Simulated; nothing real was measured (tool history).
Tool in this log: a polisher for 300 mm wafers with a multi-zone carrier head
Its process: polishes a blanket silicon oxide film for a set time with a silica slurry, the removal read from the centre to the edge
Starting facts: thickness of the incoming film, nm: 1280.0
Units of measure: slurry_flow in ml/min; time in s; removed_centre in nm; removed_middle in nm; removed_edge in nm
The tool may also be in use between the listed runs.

{"run": 1, "hour": 0.0, "slurry_flow": 185, "centre_zone": 1, "middle_zone": 1, "edge_zone": 1, "slurry_solids": 1, "time": 79, "removed_centre": 276.13, "removed_middle": 291.45, "removed_edge": 289.87}
{"run": 2, "hour": 5.8, "slurry_flow": 180, "centre_zone": 0.98, "middle_zone": 0.98, "edge_zone": 0.99, "slurry_solids": 0.95, "time": 79, "removed_centre": 271.39, "removed_middle": 276.45, "removed_edge": 282.66}
{"run": 3, "hour": 11.1, "slurry_flow": 140, "centre_zone": 0.98, "middle_zone": 0.98, "edge_zone": 0.99, "slurry_solids": 0.95, "time": 79, "removed_centre": 258.17, "removed_middle": 268.94, "removed_edge": 272.6}
{"run": 4, "hour": 14.8, "slurry_flow": 135, "centre_zone": 0.96, "middle_zone": 0.97, "edge_zone": 0.99, "slurry_solids": 0.95, "time": 79, "removed_centre": 252.07, "removed_middle": 263.9, "removed_edge": 274.32}
{"run": 5, "hour": 18.3, "slurry_flow": 135, "centre_zone": 0.96, "middle_zone": 0.97, "edge_zone": 0.99, "slurry_solids": 0.95, "time": 62, "removed_centre": 195.96, "removed_middle": 209.1, "removed_edge": 216.2}
{"run": 6, "hour": 27.0, "slurry_flow": 145, "centre_zone": 0.96, "middle_zone": 0.97, "edge_zone": 1.01, "slurry_solids": 0.95, "time": 62, "removed_centre": 203.77, "removed_middle": 210.69, "removed_edge": 216.91}
{"run": 7, "hour": 30.7, "slurry_flow": 150, "centre_zone": 0.94, "middle_zone": 0.96, "edge_zone": 1.02, "slurry_solids": 1, "time": 62, "removed_centre": 198.18, "removed_middle": 214.1, "removed_edge": 226.85}
{"run": 8, "hour": 36.7, "slurry_flow": 155, "centre_zone": 0.94, "middle_zone": 0.96, "edge_zone": 1.03, "slurry_solids": 1, "time": 62, "removed_centre": 198.15, "removed_middle": 216.06, "removed_edge": 226.96}
{"run": 9, "hour": 41.2, "slurry_flow": 160, "centre_zone": 0.94, "middle_zone": 0.95, "edge_zone": 1.04, "slurry_solids": 1, "time": 62, "removed_centre": 201.79, "removed_middle": 215.01, "removed_edge": 224.08}
{"run": 10, "hour": 48.0, "slurry_flow": 160, "centre_zone": 0.94, "middle_zone": 0.93, "edge_zone": 1.04, "slurry_solids": 1.05, "time": 62, "removed_centre": 210.76, "removed_middle": 211.63, "removed_edge": 233.65}
{"run": 11, "hour": 49.0, "slurry_flow": 165, "centre_zone": 0.94, "middle_zone": 0.93, "edge_zone": 1.05, "slurry_solids": 1.05, "time": 62, "removed_centre": 204.66, "removed_middle": 216.95, "removed_edge": 231.24}
{"run": 12, "hour": 54.2, "slurry_flow": 165, "centre_zone": 0.94, "middle_zone": 0.92, "edge_zone": 1.05, "slurry_solids": 1.05, "time": 62, "removed_centre": 205.93, "removed_middle": 213.58, "removed_edge": 235.28}
{"run": 13, "hour": 62.8, "slurry_flow": 170, "centre_zone": 0.94, "middle_zone": 0.92, "edge_zone": 1.05, "slurry_solids": 1.05, "time": 62, "removed_centre": 208.54, "removed_middle": 216.02, "removed_edge": 236.75}
{"run": 14, "hour": 67.5, "slurry_flow": 175, "centre_zone": 0.94, "middle_zone": 0.92, "edge_zone": 1.05, "slurry_solids": 1.05, "time": 62, "removed_centre": 211.07, "removed_middle": 209.25, "removed_edge": 236.79}

Run 15 is up next; what results do you expect?
{"run": 15, "hour": 68.0, "slurry_flow": 180, "centre_zone": 0.94, "middle_zone": 0.92, "edge_zone": 1.05, "slurry_solids": 1.05, "time": 62, "removed_centre": "?", "removed_middle": "?", "removed_edge": "?"}

removed_centre: 213.06 nm
removed_middle: 213.99 nm
removed_edge: 234.89 nm

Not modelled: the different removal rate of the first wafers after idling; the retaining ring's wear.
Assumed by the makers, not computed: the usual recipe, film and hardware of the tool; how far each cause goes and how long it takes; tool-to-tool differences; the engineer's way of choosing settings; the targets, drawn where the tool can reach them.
